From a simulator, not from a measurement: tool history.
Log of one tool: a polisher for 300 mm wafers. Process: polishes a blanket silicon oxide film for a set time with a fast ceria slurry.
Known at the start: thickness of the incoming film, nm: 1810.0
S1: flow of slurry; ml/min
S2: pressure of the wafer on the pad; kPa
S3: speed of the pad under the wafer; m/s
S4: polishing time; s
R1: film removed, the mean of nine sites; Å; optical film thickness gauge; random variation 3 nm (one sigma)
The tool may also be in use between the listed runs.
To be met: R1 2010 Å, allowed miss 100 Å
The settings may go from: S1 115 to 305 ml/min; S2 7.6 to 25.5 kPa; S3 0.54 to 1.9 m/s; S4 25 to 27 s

run	day	S1	S2	S3	S4	R1
1	0	195	16.5	1.22	27	4015.2
2	0.125	195	16.5	1.22	25	3707.6
3	0.375	195	15.9	1.2	25	3419.4
4	0.629	195	13.8	1.2	25	3077.4
5	0.662	160	13.8	1.2	25	2986.8
6	0.696	160	13.1	1.2	25	2792.8
7	1.025	160	12.4	1.2	25	2733.2
8	1.129	160	8.3	1.12	25	1728.9
9	1.467	160	9	1.12	25	1890.4

Which of these 5 next moves meets every target?
A	1.804	160	8.3	1.12	25	?
B	1.804	170	10.3	0.88	25	?
C	1.804	145	9.7	1.28	27	?
D	1.804	155	11	1.06	27	?
E	1.804	160	9.7	0.96	27	?

move	R1
A	1793.9
B	1889.9
C	2407.6
D	2414.2
E	2006.6
A: further off than the last run
B: as far off as the last run
C: takes the result that was furthest off past its target
D: takes the result that was furthest off past its target
E: meets every target
The right move is E.
